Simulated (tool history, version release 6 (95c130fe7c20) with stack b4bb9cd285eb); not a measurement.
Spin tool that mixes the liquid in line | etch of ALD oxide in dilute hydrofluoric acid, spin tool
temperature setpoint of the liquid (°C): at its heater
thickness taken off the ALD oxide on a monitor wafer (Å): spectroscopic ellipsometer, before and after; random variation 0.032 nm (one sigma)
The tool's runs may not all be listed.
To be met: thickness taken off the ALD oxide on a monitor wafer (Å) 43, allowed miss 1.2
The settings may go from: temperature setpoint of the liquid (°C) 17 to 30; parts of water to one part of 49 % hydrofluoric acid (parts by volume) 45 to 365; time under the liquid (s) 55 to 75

| run | hour | temperature setpoint of the liquid (°C) | parts of water to one part of 49 % hydrofluoric acid (parts by volume) | time under the liquid (s) | thickness taken off the ALD oxide on a monitor wafer (Å) |
|---|---|---|---|---|---|
| 1 | 0 | 22 | 205 | 75 | 34.949 |
| 2 | 2.2 | 23.5 | 205 | 75 | 37.169 |
| 3 | 4.6 | 23.5 | 260 | 75 | 27.743 |
| 4 | 5.1 | 25 | 250 | 75 | 30.948 |
| 5 | 9.3 | 25 | 220 | 75 | 36.428 |
| 6 | 15 | 23.5 | 220 | 75 | 34.039 |
| 7 | 15.9 | 23.5 | 220 | 75 | 33.486 |
| 8 | 24.4 | 25 | 220 | 75 | 36.276 |
| 9 | 31.3 | 26 | 220 | 75 | 37.493 |
| 10 | 32.1 | 27 | 220 | 75 | 38.217 |
| 11 | 34.2 | 27.5 | 220 | 75 | 39.264 |
| 12 | 41.7 | 28 | 220 | 75 | 40.048 |

5 next moves are on the table. One of them brings every result within its allowed miss. Which?
| A | 49.2 | 30 | 220 | 75 | ? |
| B | 49.2 | 30 | 240 | 75 | ? |
| C | 49.2 | 29 | 235 | 75 | ? |
| D | 49.2 | 24 | 215 | 75 | ? |
| E | 49.2 | 28.5 | 240 | 75 | ? |

| move | thickness taken off the ALD oxide on a monitor wafer (Å) |
|---|---|
| A | 43.319 |
| B | 38.779 |
| C | 38.511 |
| D | 36.065 |
| E | 36.859 |
A: meets every target
B: further off than the last run
C: further off than the last run
D: further off than the last run
E: further off than the last run
Answer: A
